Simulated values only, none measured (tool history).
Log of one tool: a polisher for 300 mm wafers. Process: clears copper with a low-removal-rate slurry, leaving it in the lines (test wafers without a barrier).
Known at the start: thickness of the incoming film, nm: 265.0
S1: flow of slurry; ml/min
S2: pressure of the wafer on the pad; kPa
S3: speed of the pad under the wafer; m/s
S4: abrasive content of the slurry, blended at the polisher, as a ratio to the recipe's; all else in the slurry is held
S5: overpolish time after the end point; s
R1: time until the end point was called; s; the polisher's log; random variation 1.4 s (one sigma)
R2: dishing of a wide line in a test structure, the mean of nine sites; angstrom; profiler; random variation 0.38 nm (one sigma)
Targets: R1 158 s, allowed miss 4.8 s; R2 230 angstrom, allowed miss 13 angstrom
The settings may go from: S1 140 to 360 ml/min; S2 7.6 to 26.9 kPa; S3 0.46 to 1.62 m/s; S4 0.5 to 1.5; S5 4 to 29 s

Run 1, day 0: S1 230 ml/min, S2 17.2 kPa, S3 1.04 m/s, S4 1, S5 15 s. Result: R1 91.525 s, R2 321.03 angstrom.
Run 2, day 0.033: S1 280 ml/min, S2 17.2 kPa, S3 1.04 m/s, S4 1, S5 15 s. Result: R1 89.326 s, R2 324.71 angstrom.
Run 3, day 0.3: S1 280 ml/min, S2 20.7 kPa, S3 1.04 m/s, S4 1, S5 15 s. Result: R1 77.637 s, R2 373.37 angstrom.
Run 4, day 0.621: S1 280 ml/min, S2 20.7 kPa, S3 0.88 m/s, S4 1, S5 15 s. Result: R1 89.643 s, R2 329.44 angstrom.
Run 5, day 0.788: S1 280 ml/min, S2 20.7 kPa, S3 0.88 m/s, S4 0.8, S5 15 s. Result: R1 92.448 s, R2 315.75 angstrom.
Run 6, day 1.021: S1 280 ml/min, S2 20.7 kPa, S3 0.88 m/s, S4 0.7, S5 15 s. Result: R1 94.872 s, R2 308.22 angstrom.
Run 7, day 1.129: S1 280 ml/min, S2 19.3 kPa, S3 0.88 m/s, S4 0.7, S5 15 s. Result: R1 100.51 s, R2 297.68 angstrom.
Run 8, day 1.421: S1 255 ml/min, S2 14.5 kPa, S3 0.86 m/s, S4 0.7, S5 17 s. Result: R1 131.91 s, R2 258.76 angstrom.
Run 9, day 1.683: S1 255 ml/min, S2 13.8 kPa, S3 0.86 m/s, S4 0.7, S5 17 s. Result: R1 137.75 s, R2 241.01 angstrom.
Run 10, day 1.725: S1 235 ml/min, S2 11 kPa, S3 0.86 m/s, S4 0.7, S5 19 s. Result: R1 165.73 s, R2 231.53 angstrom.

4 next moves are on the table. One of them brings every result within its allowed miss. Which?
Run A, day 1.767: S1 285 ml/min, S2 11.7 kPa, S3 0.8 m/s, S4 0.6, S5 23 s. Result: R1 ?, R2 ?.
Run B, day 1.767: S1 265 ml/min, S2 13.8 kPa, S3 0.7 m/s, S4 0.9, S5 18 s. Result: R1 ?, R2 ?.
Run C, day 1.767: S1 260 ml/min, S2 10.3 kPa, S3 1.04 m/s, S4 0.65, S5 15 s. Result: R1 ?, R2 ?.
Run D, day 1.767: S1 250 ml/min, S2 11 kPa, S3 0.76 m/s, S4 0.85, S5 22 s. Result: R1 ?, R2 ?.

move      R1      R2
   A  168.16  270.98
   B  157.81  231.21
   C  145.13  209.46
   D  177.07  248.07
A: further off than the last run
B: meets every target
C: takes the result that was furthest off past its target
D: further off than the last run
Answer: B

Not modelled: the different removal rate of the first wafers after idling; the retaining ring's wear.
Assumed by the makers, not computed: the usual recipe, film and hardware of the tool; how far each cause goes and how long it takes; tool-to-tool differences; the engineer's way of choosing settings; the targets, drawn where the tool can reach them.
